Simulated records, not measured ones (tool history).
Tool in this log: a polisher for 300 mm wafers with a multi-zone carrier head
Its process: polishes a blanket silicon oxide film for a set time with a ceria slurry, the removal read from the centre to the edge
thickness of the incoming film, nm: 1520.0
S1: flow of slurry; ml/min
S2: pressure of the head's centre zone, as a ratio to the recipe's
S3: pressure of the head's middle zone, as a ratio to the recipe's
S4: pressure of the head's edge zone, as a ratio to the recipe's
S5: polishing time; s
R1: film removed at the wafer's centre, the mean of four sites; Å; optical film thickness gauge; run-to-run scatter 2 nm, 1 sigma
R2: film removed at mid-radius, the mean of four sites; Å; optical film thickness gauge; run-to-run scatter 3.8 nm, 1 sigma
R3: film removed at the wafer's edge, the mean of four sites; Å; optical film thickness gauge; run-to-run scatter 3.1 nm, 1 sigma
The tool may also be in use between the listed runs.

| run | hour | S1 | S2 | S3 | S4 | S5 | R1 | R2 | R3 |
|---|---|---|---|---|---|---|---|---|---|
| 1 | 0 | 245 | 1 | 1 | 1 | 64 | 3252.3 | 3143.9 | 3271.5 |
| 2 | 1 | 245 | 1 | 1 | 0.94 | 64 | 3225.9 | 3221.2 | 3225.3 |
| 3 | 4.6 | 225 | 0.95 | 0.98 | 0.98 | 66 | 3125.5 | 3215.1 | 3363.3 |
| 4 | 6.3 | 210 | 0.92 | 0.96 | 1.01 | 67 | 3013.8 | 3213.3 | 3381.7 |
| 5 | 7.9 | 205 | 0.9 | 0.93 | 1.05 | 68 | 3004.7 | 3196.6 | 3568.5 |
| 6 | 11.9 | 200 | 0.89 | 0.92 | 1.06 | 68 | 2917 | 3151.7 | 3572.1 |
| 7 | 14 | 205 | 0.89 | 0.91 | 1.07 | 68 | 2983.7 | 3032.2 | 3556.4 |

Forecast run 8:
| 8 | 15.6 | 200 | 0.89 | 0.92 | 1.08 | 68 | ? | ? | ? |

Run 8 yielded R1 2975.5 Å, R2 3164.6 Å, R3 3523.2 Å.

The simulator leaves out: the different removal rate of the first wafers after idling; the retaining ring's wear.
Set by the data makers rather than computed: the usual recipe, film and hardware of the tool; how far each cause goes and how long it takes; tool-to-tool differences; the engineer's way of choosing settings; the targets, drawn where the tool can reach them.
